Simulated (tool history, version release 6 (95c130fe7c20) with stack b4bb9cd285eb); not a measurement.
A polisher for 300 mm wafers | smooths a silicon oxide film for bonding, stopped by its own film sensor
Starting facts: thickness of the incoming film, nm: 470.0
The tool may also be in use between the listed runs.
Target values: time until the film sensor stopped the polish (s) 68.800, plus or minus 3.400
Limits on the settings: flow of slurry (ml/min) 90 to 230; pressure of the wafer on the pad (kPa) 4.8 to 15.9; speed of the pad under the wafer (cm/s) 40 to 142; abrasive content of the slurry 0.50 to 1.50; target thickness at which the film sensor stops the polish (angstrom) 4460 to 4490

run,hour,flow of slurry (ml/min),pressure of the wafer on the pad (kPa),speed of the pad under the wafer (cm/s),abrasive content of the slurry,target thickness at which the film sensor stops the polish (angstrom),time until the film sensor stopped the polish (s)
1,0.0,150,10.3,90,1.00,4460,48.493
2,5.2,150,9.7,90,1.00,4460,53.597
3,7.2,150,11.0,90,1.00,4460,46.302
4,12.1,150,11.0,106,1.00,4460,40.549
5,15.1,150,9.7,106,1.00,4460,46.062
6,20.1,150,7.6,106,1.00,4460,57.606
7,21.1,150,7.6,106,1.00,4460,57.823
8,24.7,150,6.9,106,1.00,4460,62.590

Exercise: of the 5 proposed moves below, exactly one satisfies all targets within the stated allowed misses. Which move is it?
A,28.3,95,7.6,92,1.15,4460,?
B,28.3,160,6.2,114,1.00,4480,?
C,28.3,125,6.9,104,1.15,4470,?
D,28.3,140,6.9,112,0.95,4460,?
E,28.3,210,5.5,98,0.90,4470,?

move,time until the film sensor stopped the polish (s)
A,68.581
B,59.656
C,60.575
D,62.603
E,78.578
A: every result within its allowed miss
B: its largest miss is bigger than the last run's
C: its largest miss is bigger than the last run's
D: about as far from the targets as the last run
E: takes the biggest miss from the last run beyond its target
Correct choice: A, which meets every target
